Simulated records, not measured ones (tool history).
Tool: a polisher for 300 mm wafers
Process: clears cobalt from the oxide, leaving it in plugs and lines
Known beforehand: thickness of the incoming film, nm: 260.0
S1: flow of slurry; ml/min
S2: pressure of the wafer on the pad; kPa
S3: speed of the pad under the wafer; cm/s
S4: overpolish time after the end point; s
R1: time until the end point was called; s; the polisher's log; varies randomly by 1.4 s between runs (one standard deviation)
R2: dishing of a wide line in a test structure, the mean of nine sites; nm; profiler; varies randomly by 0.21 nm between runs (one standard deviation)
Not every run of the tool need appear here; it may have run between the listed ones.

run,hour,S1,S2,S3,S4,R1,R2
1,0,265,10.3,90,14,91.918,29.934
2,1.2,265,9.7,88,13,98.824,27.598
3,1.8,265,9.7,88,10,97.76,23.34
4,8.3,265,9.7,78,10,108.82,20.319
5,11,215,9.7,78,10,113.67,19.538
6,17,210,9.7,76,9,116.56,18.612

Expected results for the next run?
7,21.3,285,6.9,76,4,?,?

R1: 133.68 s
R2: 7.3843 nm

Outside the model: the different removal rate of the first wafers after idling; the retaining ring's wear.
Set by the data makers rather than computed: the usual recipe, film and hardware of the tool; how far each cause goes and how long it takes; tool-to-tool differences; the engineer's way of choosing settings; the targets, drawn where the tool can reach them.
